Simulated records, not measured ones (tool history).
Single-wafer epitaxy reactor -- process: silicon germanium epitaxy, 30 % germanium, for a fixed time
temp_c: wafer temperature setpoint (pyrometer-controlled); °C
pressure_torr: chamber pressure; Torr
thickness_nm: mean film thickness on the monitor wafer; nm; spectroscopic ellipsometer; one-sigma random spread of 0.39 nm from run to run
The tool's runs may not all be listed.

{"run": 1, "hour": 0.0, "temp_c": 595, "pressure_torr": 27.6, "thickness_nm": 61.539}
{"run": 2, "hour": 5.6, "temp_c": 595, "pressure_torr": 32.1, "thickness_nm": 65.749}
{"run": 3, "hour": 14.4, "temp_c": 585, "pressure_torr": 32.1, "thickness_nm": 53.293}
{"run": 4, "hour": 20.2, "temp_c": 588, "pressure_torr": 32.2, "thickness_nm": 56.679}
{"run": 5, "hour": 21.6, "temp_c": 593, "pressure_torr": 32.2, "thickness_nm": 63.389}
{"run": 6, "hour": 23.1, "temp_c": 594, "pressure_torr": 32.2, "thickness_nm": 64.231}

Estimate the outcome of run 7 from the log above:
{"run": 7, "hour": 27.0, "temp_c": 595, "pressure_torr": 32.2, "thickness_nm": "?"}

Run 7 measured thickness_nm 65.635 nm.
